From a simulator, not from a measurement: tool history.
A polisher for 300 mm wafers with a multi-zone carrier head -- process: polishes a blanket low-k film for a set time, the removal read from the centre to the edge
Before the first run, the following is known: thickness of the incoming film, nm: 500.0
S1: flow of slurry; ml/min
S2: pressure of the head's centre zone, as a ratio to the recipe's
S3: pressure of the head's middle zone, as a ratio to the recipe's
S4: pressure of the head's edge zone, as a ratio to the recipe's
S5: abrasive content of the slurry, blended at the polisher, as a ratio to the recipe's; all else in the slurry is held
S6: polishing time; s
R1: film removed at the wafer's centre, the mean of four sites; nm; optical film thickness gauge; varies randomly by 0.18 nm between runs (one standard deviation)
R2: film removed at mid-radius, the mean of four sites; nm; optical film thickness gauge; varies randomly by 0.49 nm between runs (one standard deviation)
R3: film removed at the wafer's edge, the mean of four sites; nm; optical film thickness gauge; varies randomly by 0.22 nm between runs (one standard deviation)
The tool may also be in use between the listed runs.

run 1 hour=0.0 | S1=165 S2=1.00 S3=1.00 S4=1.00 S5=1.00 S6=54 | R1=27.482 R2=26.554 R3=25.833
run 2 hour=6.4 | S1=165 S2=1.00 S3=0.94 S4=1.00 S5=1.00 S6=54 | R1=27.582 R2=24.399 R3=25.950
run 3 hour=11.1 | S1=165 S2=1.00 S3=0.94 S4=1.00 S5=1.00 S6=47 | R1=24.132 R2=21.382 R3=22.419
run 4 hour=13.9 | S1=170 S2=1.00 S3=0.96 S4=1.02 S5=1.05 S6=47 | R1=24.640 R2=22.155 R3=23.422
run 5 hour=16.6 | S1=175 S2=1.00 S3=0.99 S4=1.03 S5=1.10 S6=47 | R1=25.937 R2=23.554 R3=24.237
run 6 hour=19.3 | S1=180 S2=0.99 S3=1.02 S4=1.04 S5=1.10 S6=47 | R1=25.727 R2=25.222 R3=24.452
run 7 hour=20.4 | S1=185 S2=0.99 S3=1.03 S4=1.06 S5=1.10 S6=47 | R1=25.743 R2=24.505 R3=24.538

Predict the results of run 8:
run 8 hour=23.2 | S1=185 S2=0.99 S3=1.03 S4=1.06 S5=1.10 S6=47 | R1=? R2=? R3=?

R1: 25.486 nm
R2: 25.439 nm
R3: 24.781 nm
